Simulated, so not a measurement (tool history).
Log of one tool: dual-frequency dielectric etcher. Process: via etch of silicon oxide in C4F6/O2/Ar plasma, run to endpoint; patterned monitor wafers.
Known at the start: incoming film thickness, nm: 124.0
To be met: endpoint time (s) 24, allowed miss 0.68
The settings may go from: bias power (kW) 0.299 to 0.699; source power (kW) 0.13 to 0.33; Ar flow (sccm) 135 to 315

{"run": 1, "hour": 0.0, "bias power (kW)": 0.499, "source power (kW)": 0.23, "Ar flow (sccm)": 225, "endpoint time (s)": 32.114}
{"run": 2, "hour": 0.6, "bias power (kW)": 0.463, "source power (kW)": 0.23, "Ar flow (sccm)": 225, "endpoint time (s)": 33.379}
{"run": 3, "hour": 4.4, "bias power (kW)": 0.463, "source power (kW)": 0.23, "Ar flow (sccm)": 185, "endpoint time (s)": 32.698}
{"run": 4, "hour": 8.8, "bias power (kW)": 0.545, "source power (kW)": 0.23, "Ar flow (sccm)": 185, "endpoint time (s)": 29.632}
{"run": 5, "hour": 11.7, "bias power (kW)": 0.545, "source power (kW)": 0.21, "Ar flow (sccm)": 185, "endpoint time (s)": 30.953}
{"run": 6, "hour": 19.0, "bias power (kW)": 0.545, "source power (kW)": 0.21, "Ar flow (sccm)": 212, "endpoint time (s)": 30.869}
{"run": 7, "hour": 25.4, "bias power (kW)": 0.594, "source power (kW)": 0.23, "Ar flow (sccm)": 208, "endpoint time (s)": 28.183}
{"run": 8, "hour": 26.8, "bias power (kW)": 0.625, "source power (kW)": 0.24, "Ar flow (sccm)": 207, "endpoint time (s)": 27.691}

Which of these 4 next moves meets every target?
{"run": "A", "hour": 28.2, "bias power (kW)": 0.542, "source power (kW)": 0.24, "Ar flow (sccm)": 217, "endpoint time (s)": "?"}
{"run": "B", "hour": 28.2, "bias power (kW)": 0.481, "source power (kW)": 0.24, "Ar flow (sccm)": 251, "endpoint time (s)": "?"}
{"run": "C", "hour": 28.2, "bias power (kW)": 0.699, "source power (kW)": 0.28, "Ar flow (sccm)": 185, "endpoint time (s)": "?"}
{"run": "D", "hour": 28.2, "bias power (kW)": 0.491, "source power (kW)": 0.2, "Ar flow (sccm)": 225, "endpoint time (s)": "?"}

move=A endpoint_time_(s)=29.186
move=B endpoint_time_(s)=31.628
move=C endpoint_time_(s)=23.885
move=D endpoint_time_(s)=32.813
A: further off than the last run
B: further off than the last run
C: meets every target
D: further off than the last run
Move C is the one to make.
